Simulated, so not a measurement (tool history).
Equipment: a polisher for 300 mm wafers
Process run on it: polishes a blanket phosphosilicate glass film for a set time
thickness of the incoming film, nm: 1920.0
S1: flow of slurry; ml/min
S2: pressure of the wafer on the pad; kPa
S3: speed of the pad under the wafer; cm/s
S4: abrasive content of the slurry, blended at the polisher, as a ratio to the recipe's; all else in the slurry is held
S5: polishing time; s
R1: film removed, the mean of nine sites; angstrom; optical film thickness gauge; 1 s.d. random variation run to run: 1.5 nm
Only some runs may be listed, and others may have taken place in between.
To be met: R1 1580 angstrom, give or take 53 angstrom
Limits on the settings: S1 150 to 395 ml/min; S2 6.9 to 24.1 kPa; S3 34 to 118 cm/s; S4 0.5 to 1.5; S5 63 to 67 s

run	hour	S1	S2	S3	S4	S5	R1
1	0	250	15.2	76	1	63	2774
2	4.2	250	13.8	76	1	63	2537
3	7.1	250	13.1	76	1	63	2367.1
4	15.6	310	13.1	76	1	63	2401.3
5	24.5	310	12.4	76	1	63	2283.5
6	30.4	310	12.4	70	1	63	2188.6
7	31.8	310	11.7	70	1	63	2018.1
8	34.1	310	11	70	1	63	1928.5
9	42.8	310	10.3	70	1	63	1823.2
10	47.6	305	8.3	70	1	63	1429.8
11	53.2	310	8.3	70	1	63	1441.7
12	61.7	315	8.3	70	1	63	1477.1
13	66.8	320	8.3	70	1	63	1453.4

Next run, 4 choices. One meets every target within its allowed miss, the rest don't. Which?
A	71.9	305	9.7	68	0.65	63	?
B	71.9	320	7.6	64	1	67	?
C	71.9	270	10.3	58	1.35	63	?
D	71.9	330	9	60	1.25	67	?

move	R1
A	1422.7
B	1319
C	1665.2
D	1579.5
A: its largest miss is bigger than the last run's
B: its largest miss is bigger than the last run's
C: moves the result that the last run missed by most past its target, out the other side
D: every result lands within tolerance
D meets every target.
